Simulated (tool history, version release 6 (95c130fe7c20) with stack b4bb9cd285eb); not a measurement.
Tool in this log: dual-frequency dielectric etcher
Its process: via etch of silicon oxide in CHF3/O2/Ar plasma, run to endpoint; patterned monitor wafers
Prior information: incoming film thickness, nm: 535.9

run,hour,source power (kW),bias power (kW),endpoint time (s)
1,0.0,0.480,0.158,301.58
2,1.2,0.550,0.158,283.04
3,2.2,0.550,0.130,305.15
4,3.2,0.580,0.130,297.53
5,10.2,0.510,0.130,312.79
6,18.4,0.540,0.130,308.50

Run 7 comes next. What will it give?
7,23.3,0.520,0.129,?

Run 7 gave endpoint time (s) 310.70.
